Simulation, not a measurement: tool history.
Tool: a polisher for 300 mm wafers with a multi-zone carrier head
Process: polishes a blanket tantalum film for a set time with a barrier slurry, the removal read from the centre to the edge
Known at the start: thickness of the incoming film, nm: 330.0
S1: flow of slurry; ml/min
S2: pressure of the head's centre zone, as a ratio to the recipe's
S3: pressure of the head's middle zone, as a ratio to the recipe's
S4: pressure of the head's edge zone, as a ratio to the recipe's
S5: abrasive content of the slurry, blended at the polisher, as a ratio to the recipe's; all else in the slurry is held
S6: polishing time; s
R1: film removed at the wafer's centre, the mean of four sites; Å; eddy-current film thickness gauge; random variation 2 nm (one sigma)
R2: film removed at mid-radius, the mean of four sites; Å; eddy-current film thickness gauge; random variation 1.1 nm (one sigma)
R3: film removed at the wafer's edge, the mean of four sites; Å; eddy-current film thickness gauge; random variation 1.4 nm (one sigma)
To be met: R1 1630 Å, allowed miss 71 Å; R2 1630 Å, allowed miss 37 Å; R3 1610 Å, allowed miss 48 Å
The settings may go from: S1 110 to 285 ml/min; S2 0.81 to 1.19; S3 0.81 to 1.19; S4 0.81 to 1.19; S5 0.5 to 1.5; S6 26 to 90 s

| run | day | S1 | S2 | S3 | S4 | S5 | S6 | R1 | R2 | R3 |
|---|---|---|---|---|---|---|---|---|---|---|
| 1 | 0 | 180 | 1 | 1 | 1 | 1 | 58 | 1067 | 1064.6 | 1087.8 |
| 2 | 0.033 | 180 | 1 | 0.94 | 1 | 1 | 58 | 1063.3 | 1011.9 | 1093.9 |
| 3 | 0.217 | 180 | 1 | 1 | 1 | 1 | 58 | 1096.2 | 1068.1 | 1090.7 |
| 4 | 0.425 | 180 | 1 | 1 | 1 | 1.1 | 58 | 1116.3 | 1099.1 | 1125.8 |
| 5 | 0.542 | 180 | 1 | 1 | 0.94 | 1.1 | 58 | 1106.2 | 1114.2 | 1101.2 |
| 6 | 0.846 | 195 | 1.01 | 1.03 | 0.99 | 1.2 | 61 | 1262.6 | 1253.3 | 1263.2 |
| 7 | 1.179 | 215 | 1.02 | 1.07 | 1.02 | 1.25 | 61 | 1325.5 | 1339.9 | 1295.6 |
| 8 | 1.408 | 220 | 1.03 | 1.08 | 1.05 | 1.3 | 62 | 1347.3 | 1400.2 | 1360.3 |
| 9 | 1.642 | 260 | 1.13 | 1.11 | 1.15 | 1.5 | 65 | 1715.6 | 1584.6 | 1584.9 |
| 10 | 1.821 | 260 | 1.11 | 1.11 | 1.15 | 1.5 | 65 | 1685.7 | 1586.2 | 1573.8 |
| 11 | 2.162 | 260 | 1.1 | 1.11 | 1.16 | 1.5 | 65 | 1674.5 | 1588.1 | 1599.9 |

Which of these 5 next moves meets every target?
| A | 2.504 | 275 | 1.07 | 1.12 | 1.17 | 1.25 | 69 | ? | ? | ? |
| B | 2.504 | 260 | 1.17 | 1.08 | 1.19 | 1.5 | 64 | ? | ? | ? |
| C | 2.504 | 280 | 1.04 | 1.05 | 1.19 | 1.5 | 66 | ? | ? | ? |
| D | 2.504 | 280 | 1.16 | 1.09 | 1.17 | 1.25 | 66 | ? | ? | ? |
| E | 2.504 | 235 | 0.96 | 1.15 | 1.19 | 1.4 | 68 | ? | ? | ? |

| move | R1 | R2 | R3 |
|---|---|---|---|
| A | 1625.2 | 1629.6 | 1593.7 |
| B | 1714 | 1530.3 | 1554.3 |
| C | 1592 | 1566.4 | 1618.2 |
| D | 1691.6 | 1531.4 | 1528.3 |
| E | 1436.1 | 1645 | 1599.8 |
A: meets every target
B: further off than the last run
C: further off than the last run
D: further off than the last run
E: brings the result that was furthest off to its target, and leaves another outside
The right move is A.
